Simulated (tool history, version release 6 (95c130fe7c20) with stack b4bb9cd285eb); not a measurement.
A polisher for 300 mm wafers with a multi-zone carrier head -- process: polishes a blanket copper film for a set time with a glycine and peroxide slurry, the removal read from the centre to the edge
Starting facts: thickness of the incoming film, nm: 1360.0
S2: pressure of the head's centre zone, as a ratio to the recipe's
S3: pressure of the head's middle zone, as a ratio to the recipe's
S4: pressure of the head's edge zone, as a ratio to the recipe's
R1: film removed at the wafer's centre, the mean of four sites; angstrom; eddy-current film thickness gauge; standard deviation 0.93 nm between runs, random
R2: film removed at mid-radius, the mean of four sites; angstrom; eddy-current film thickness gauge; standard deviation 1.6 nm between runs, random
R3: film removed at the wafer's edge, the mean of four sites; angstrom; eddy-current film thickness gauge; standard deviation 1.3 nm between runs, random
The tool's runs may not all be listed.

{"run": 1, "day": 0.0, "flow of slurry (ml/min)": 145, "S2": 1, "S3": 1, "S4": 1, "polishing time (s)": 37, "R1": 2095.4, "R2": 2192.2, "R3": 2140.4}
{"run": 2, "day": 0.154, "flow of slurry (ml/min)": 140, "S2": 0.99, "S3": 0.98, "S4": 0.98, "polishing time (s)": 33, "R1": 1826.7, "R2": 1838.8, "R3": 1914.2}
{"run": 3, "day": 0.408, "flow of slurry (ml/min)": 140, "S2": 1.07, "S3": 0.98, "S4": 0.98, "polishing time (s)": 33, "R1": 1939.9, "R2": 1900.4, "R3": 1898.2}
{"run": 4, "day": 0.592, "flow of slurry (ml/min)": 140, "S2": 1.14, "S3": 0.98, "S4": 0.98, "polishing time (s)": 33, "R1": 2016.4, "R2": 1853.9, "R3": 1875.3}
{"run": 5, "day": 0.962, "flow of slurry (ml/min)": 140, "S2": 1.14, "S3": 0.98, "S4": 0.91, "polishing time (s)": 33, "R1": 2015.3, "R2": 1841.5, "R3": 1783.6}
{"run": 6, "day": 1.196, "flow of slurry (ml/min)": 135, "S2": 1.11, "S3": 0.97, "S4": 0.9, "polishing time (s)": 30, "R1": 1790.9, "R2": 1611.8, "R3": 1599.1}
{"run": 7, "day": 1.329, "flow of slurry (ml/min)": 130, "S2": 1.06, "S3": 0.97, "S4": 0.89, "polishing time (s)": 28, "R1": 1631.7, "R2": 1528.2, "R3": 1504.2}
{"run": 8, "day": 1.488, "flow of slurry (ml/min)": 125, "S2": 1.02, "S3": 0.96, "S4": 0.88, "polishing time (s)": 27, "R1": 1488.8, "R2": 1461.6, "R3": 1440.5}
{"run": 9, "day": 1.525, "flow of slurry (ml/min)": 120, "S2": 1, "S3": 0.95, "S4": 0.87, "polishing time (s)": 26, "R1": 1408.8, "R2": 1380.2, "R3": 1367.4}

Predict the results of run 10:
{"run": 10, "day": 1.825, "flow of slurry (ml/min)": 115, "S2": 0.98, "S3": 0.94, "S4": 0.86, "polishing time (s)": 25, "R1": "?", "R2": "?", "R3": "?"}

{"run 10": {"R1": 1343, "R2": 1283.5, "R3": 1313.9}}
